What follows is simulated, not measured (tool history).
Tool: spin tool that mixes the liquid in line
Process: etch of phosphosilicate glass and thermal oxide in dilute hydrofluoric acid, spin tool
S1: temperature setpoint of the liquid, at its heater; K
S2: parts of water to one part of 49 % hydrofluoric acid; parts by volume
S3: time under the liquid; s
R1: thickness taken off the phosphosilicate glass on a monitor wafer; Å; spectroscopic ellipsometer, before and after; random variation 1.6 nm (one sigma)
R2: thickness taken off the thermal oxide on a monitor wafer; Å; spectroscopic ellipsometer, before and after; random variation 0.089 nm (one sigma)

Run 1, hour 0.0: S1 294.15 K, S2 135 parts by volume, S3 75 s. Result: R1 545.01 Å, R2 24.917 Å.
Run 2, hour 5.9: S1 294.15 K, S2 155 parts by volume, S3 75 s. Result: R1 476.23 Å, R2 21.205 Å.
Run 3, hour 13.8: S1 295.65 K, S2 155 parts by volume, S3 75 s. Result: R1 494.42 Å, R2 22.096 Å.
Run 4, hour 14.4: S1 296.65 K, S2 140 parts by volume, S3 75 s. Result: R1 577.11 Å, R2 26.066 Å.
Run 5, hour 18.4: S1 296.65 K, S2 140 parts by volume, S3 95 s. Result: R1 728.42 Å, R2 32.204 Å.
Run 6, hour 26.7: S1 296.65 K, S2 100 parts by volume, S3 95 s. Result: R1 1097.70 Å, R2 48.250 Å.

The next listed run, before its measurement:
Run 7, hour 30.5: S1 297.15 K, S2 95 parts by volume, S3 95 s. Result: R1 ?, R2 ?.

Run 7 gave R1 1166.30 Å, R2 53.263 Å.

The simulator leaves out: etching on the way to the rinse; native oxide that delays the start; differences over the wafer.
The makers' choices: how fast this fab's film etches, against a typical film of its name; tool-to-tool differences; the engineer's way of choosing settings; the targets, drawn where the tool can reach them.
